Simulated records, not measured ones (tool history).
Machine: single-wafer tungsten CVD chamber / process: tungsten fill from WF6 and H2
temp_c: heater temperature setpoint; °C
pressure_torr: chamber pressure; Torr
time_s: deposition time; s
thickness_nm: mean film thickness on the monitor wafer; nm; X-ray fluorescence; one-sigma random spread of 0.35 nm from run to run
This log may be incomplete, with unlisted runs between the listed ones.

{"run": 1, "hour": 0.0, "temp_c": 375, "pressure_torr": 41.1, "time_s": 22.9, "thickness_nm": 47.514}
{"run": 2, "hour": 0.8, "temp_c": 375, "pressure_torr": 41.1, "time_s": 22.9, "thickness_nm": 48.105}
{"run": 3, "hour": 2.6, "temp_c": 375, "pressure_torr": 41.1, "time_s": 22.9, "thickness_nm": 47.569}
{"run": 4, "hour": 6.7, "temp_c": 383, "pressure_torr": 42.5, "time_s": 22.9, "thickness_nm": 58.207}
{"run": 5, "hour": 7.8, "temp_c": 373, "pressure_torr": 42.5, "time_s": 22.9, "thickness_nm": 46.325}
{"run": 6, "hour": 15.1, "temp_c": 373, "pressure_torr": 49.4, "time_s": 22.9, "thickness_nm": 48.969}
{"run": 7, "hour": 19.3, "temp_c": 380, "pressure_torr": 49.8, "time_s": 22.9, "thickness_nm": 57.736}
{"run": 8, "hour": 24.6, "temp_c": 385, "pressure_torr": 50.1, "time_s": 22.9, "thickness_nm": 64.889}
{"run": 9, "hour": 29.7, "temp_c": 388, "pressure_torr": 50.3, "time_s": 22.9, "thickness_nm": 69.329}
{"run": 10, "hour": 32.4, "temp_c": 390, "pressure_torr": 50.4, "time_s": 22.9, "thickness_nm": 72.69}
{"run": 11, "hour": 40.3, "temp_c": 392, "pressure_torr": 50.5, "time_s": 22.9, "thickness_nm": 76.11}

For run 12, what comes out?
{"run": 12, "hour": 42.0, "temp_c": 393, "pressure_torr": 50.6, "time_s": 22.9, "thickness_nm": "?"}

For run 12 the tool returned thickness_nm 77.816 nm.

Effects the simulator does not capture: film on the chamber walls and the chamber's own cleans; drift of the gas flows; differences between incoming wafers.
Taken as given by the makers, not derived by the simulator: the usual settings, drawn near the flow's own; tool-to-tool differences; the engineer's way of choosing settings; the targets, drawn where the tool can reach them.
